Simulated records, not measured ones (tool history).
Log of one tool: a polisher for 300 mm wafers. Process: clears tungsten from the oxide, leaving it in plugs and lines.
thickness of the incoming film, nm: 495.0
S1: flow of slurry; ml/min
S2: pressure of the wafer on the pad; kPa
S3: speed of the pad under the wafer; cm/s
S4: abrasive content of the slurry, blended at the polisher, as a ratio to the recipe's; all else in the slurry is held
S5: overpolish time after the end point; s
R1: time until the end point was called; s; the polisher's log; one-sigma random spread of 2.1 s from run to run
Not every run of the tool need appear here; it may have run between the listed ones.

run 1 hour=0 | S1=220 S2=29 S3=104 S4=1 S5=32 | R1=96.445
run 2 hour=8.4 | S1=220 S2=28.3 S3=104 S4=1 S5=32 | R1=96.928
run 3 hour=14.5 | S1=220 S2=28.3 S3=120 S4=1 S5=32 | R1=86.566
run 4 hour=16.6 | S1=220 S2=26.9 S3=120 S4=1 S5=32 | R1=89.906
run 5 hour=18.6 | S1=220 S2=25.5 S3=120 S4=1 S5=32 | R1=97.44
run 6 hour=26.2 | S1=220 S2=24.8 S3=120 S4=1 S5=32 | R1=100.73
run 7 hour=31.3 | S1=220 S2=24.1 S3=120 S4=1 S5=32 | R1=101.14

The next listed run, before its measurement:
run 8 hour=36.7 | S1=220 S2=16.5 S3=116 S4=1 S5=32 | R1=?

Run 8 gave R1 150.01 s.
